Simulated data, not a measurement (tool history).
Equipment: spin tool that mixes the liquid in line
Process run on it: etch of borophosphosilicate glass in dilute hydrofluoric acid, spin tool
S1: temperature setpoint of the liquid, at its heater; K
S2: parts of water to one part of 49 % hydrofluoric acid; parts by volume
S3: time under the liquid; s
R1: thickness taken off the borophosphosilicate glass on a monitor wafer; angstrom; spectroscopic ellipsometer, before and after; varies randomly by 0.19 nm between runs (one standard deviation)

run  hour      S1   S2   S3      R1
  1     0  296.15  225  305   523.7
  2     2  296.15  225  330  564.88
  3     5  297.65  225  330  599.24
  4  12.8  297.65  270  330  476.55
  5  17.7  297.65  270  305  435.95
  6  19.9  297.65  270  305   446.4
  7  23.7  296.15  280  305  395.67

Forecast run 8:
  8    30  295.15  285  305   ?

{"run 8": {"R1": 379.47}}

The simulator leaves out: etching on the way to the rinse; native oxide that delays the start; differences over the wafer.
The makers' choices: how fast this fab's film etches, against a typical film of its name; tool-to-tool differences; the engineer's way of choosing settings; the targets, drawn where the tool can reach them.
